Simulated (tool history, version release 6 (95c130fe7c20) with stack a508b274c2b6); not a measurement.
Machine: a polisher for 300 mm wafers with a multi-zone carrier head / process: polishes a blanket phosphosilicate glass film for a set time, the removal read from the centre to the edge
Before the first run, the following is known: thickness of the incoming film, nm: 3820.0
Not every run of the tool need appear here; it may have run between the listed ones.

| run | hour | flow of slurry (ml/min) | pressure of the head's centre zone | pressure of the head's middle zone | pressure of the head's edge zone | abrasive content of the slurry | polishing time (s) | film removed at the wafer's centre (angstrom) | film removed at mid-radius (angstrom) | film removed at the wafer's edge (angstrom) |
|---|---|---|---|---|---|---|---|---|---|---|
| 1 | 0.0 | 190 | 1.00 | 1.00 | 1.00 | 1.00 | 66 | 4843.3 | 4969.8 | 4850.5 |
| 2 | 6.3 | 190 | 1.00 | 1.00 | 1.05 | 1.00 | 66 | 4730.1 | 5014.6 | 5023.1 |
| 3 | 13.5 | 200 | 1.04 | 1.00 | 1.07 | 1.10 | 67 | 5313.3 | 5277.6 | 5383.1 |
| 4 | 18.4 | 200 | 1.04 | 1.00 | 1.07 | 1.10 | 76 | 6182.7 | 6014.8 | 6087.9 |
| 5 | 26.1 | 200 | 0.96 | 1.00 | 1.07 | 1.10 | 76 | 5679.6 | 5921.8 | 6112.7 |
| 6 | 27.0 | 210 | 1.00 | 1.00 | 1.09 | 1.20 | 76 | 6110.7 | 6214.4 | 6507.0 |

The next listed run, before its measurement:
| 7 | 33.7 | 215 | 1.04 | 1.01 | 1.10 | 1.25 | 76 | ? | ? | ? |

Run 7 came out at film removed at the wafer's centre (angstrom) 6409.0, film removed at mid-radius (angstrom) 6491.1, film removed at the wafer's edge (angstrom) 6684.5.
